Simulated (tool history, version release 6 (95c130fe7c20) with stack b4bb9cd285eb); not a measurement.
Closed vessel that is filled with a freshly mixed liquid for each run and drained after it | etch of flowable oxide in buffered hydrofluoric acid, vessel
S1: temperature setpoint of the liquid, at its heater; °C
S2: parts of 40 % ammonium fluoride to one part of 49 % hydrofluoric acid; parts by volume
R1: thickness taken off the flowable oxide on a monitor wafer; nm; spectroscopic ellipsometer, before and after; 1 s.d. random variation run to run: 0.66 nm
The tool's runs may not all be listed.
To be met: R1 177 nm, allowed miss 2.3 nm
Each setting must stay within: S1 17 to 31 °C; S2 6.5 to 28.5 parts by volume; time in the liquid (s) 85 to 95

Run 1, hour 0: S1 23 °C, S2 17.5 parts by volume, time in the liquid (s) 85. Result: R1 104.17 nm.
Run 2, hour 4.3: S1 25 °C, S2 17 parts by volume, time in the liquid (s) 85. Result: R1 120.2 nm.
Run 3, hour 9.9: S1 25 °C, S2 17 parts by volume, time in the liquid (s) 95. Result: R1 134.73 nm.
Run 4, hour 17.6: S1 26.5 °C, S2 17 parts by volume, time in the liquid (s) 95. Result: R1 145.22 nm.
Run 5, hour 22.7: S1 26.5 °C, S2 17 parts by volume, time in the liquid (s) 85. Result: R1 130.59 nm.
Run 6, hour 29.4: S1 26.5 °C, S2 19.5 parts by volume, time in the liquid (s) 85. Result: R1 113.34 nm.
Run 7, hour 37.6: S1 27.5 °C, S2 18.5 parts by volume, time in the liquid (s) 85. Result: R1 127.42 nm.
Run 8, hour 46.5: S1 28.5 °C, S2 18 parts by volume, time in the liquid (s) 85. Result: R1 137.92 nm.
Run 9, hour 51.5: S1 29 °C, S2 17.5 parts by volume, time in the liquid (s) 85. Result: R1 145.48 nm.
Run 10, hour 53.2: S1 29.5 °C, S2 17 parts by volume, time in the liquid (s) 85. Result: R1 153.53 nm.
Run 11, hour 54.4: S1 30 °C, S2 16.5 parts by volume, time in the liquid (s) 85. Result: R1 162.11 nm.
Run 12, hour 55: S1 30.5 °C, S2 16 parts by volume, time in the liquid (s) 85. Result: R1 171.69 nm.

Next run, 5 choices. One meets every target within its allowed miss, the rest don't. Which?
Run A, hour 55.6: S1 29.5 °C, S2 16.5 parts by volume, time in the liquid (s) 90. Result: R1 ?.
Run B, hour 55.6: S1 29.5 °C, S2 16 parts by volume, time in the liquid (s) 95. Result: R1 ?.
Run C, hour 55.6: S1 30 °C, S2 17.5 parts by volume, time in the liquid (s) 90. Result: R1 ?.
Run D, hour 55.6: S1 30.5 °C, S2 15.5 parts by volume, time in the liquid (s) 85. Result: R1 ?.
Run E, hour 55.6: S1 29.5 °C, S2 17 parts by volume, time in the liquid (s) 90. Result: R1 ?.

move      R1
   A  167.46
   B  182.19
   C  162.28
   D  177.25
   E  162.63
A: lands further from the targets than the last run did
B: carries the result that was furthest off beyond its target, to the other side
C: lands further from the targets than the last run did
D: in spec on every target
E: lands further from the targets than the last run did
D is the move that brings every result within its allowed miss.
